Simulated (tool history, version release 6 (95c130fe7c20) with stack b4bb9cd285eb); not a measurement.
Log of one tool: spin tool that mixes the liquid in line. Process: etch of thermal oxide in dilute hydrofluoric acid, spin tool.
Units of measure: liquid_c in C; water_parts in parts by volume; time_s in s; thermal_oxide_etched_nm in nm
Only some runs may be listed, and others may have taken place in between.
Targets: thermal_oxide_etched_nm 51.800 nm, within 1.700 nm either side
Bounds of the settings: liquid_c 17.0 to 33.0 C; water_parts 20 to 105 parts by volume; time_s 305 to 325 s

run,hour,liquid_c,water_parts,time_s,thermal_oxide_etched_nm
1,0.0,25.0,55,305,25.938
2,0.8,27.0,55,305,28.717
3,2.6,28.0,50,305,33.170
4,10.0,24.5,50,305,28.093
5,16.9,24.5,50,305,27.857
6,25.7,21.5,50,305,24.519
7,28.3,23.5,50,305,27.330
8,30.7,25.0,50,305,28.932
9,35.4,26.5,50,305,31.025
10,38.2,27.5,50,305,32.274
11,42.2,28.5,50,305,33.007

4 candidate next runs follow, results not yet known. Just one meets every target within its allowed miss. Identify it.
A,46.2,28.5,40,325,?
B,46.2,28.0,45,305,?
C,46.2,32.0,40,325,?
D,46.2,30.0,40,325,?

move,thermal_oxide_etched_nm
A,45.090
B,36.594
C,51.783
D,47.867
A: better than the last run, though not everything is in spec
B: better than the last run, though not everything is in spec
C: in spec on every target
D: better than the last run, though not everything is in spec
Move C is the one to make.
